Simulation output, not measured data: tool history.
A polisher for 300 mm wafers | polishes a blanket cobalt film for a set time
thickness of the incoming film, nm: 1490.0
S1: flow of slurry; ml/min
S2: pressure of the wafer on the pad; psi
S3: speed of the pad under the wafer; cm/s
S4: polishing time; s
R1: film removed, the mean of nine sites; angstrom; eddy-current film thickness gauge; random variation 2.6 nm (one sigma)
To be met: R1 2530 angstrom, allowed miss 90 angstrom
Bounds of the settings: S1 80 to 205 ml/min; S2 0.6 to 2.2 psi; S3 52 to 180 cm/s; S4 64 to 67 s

run	hour	S1	S2	S3	S4	R1
1	0	135	1.4	116	64	3028.6
2	7.5	130	1.3	116	64	2754
3	14.7	125	1.3	116	64	2719.5
4	21.8	120	1.3	116	64	2750.7
5	25.1	120	1	116	64	2156.2
6	32.7	120	1	104	64	1943.8
7	41.2	145	1.4	106	64	2834
8	46.5	135	1.4	106	64	2757.3
9	47	135	1.4	106	64	2808.6
10	54.5	130	1.4	106	64	2803.3

Which of these 4 next moves meets every target?
A	62	110	1.5	94	64	?
B	62	155	1.5	106	67	?
C	62	160	1.1	130	64	?
D	62	120	1.4	106	65	?

move	R1
A	2561.9
B	3204.7
C	2778.1
D	2780.2
A: meets every target
B: further off than the last run
C: nearer than the last run, and not there yet
D: nearer than the last run, and not there yet
The right move is A.
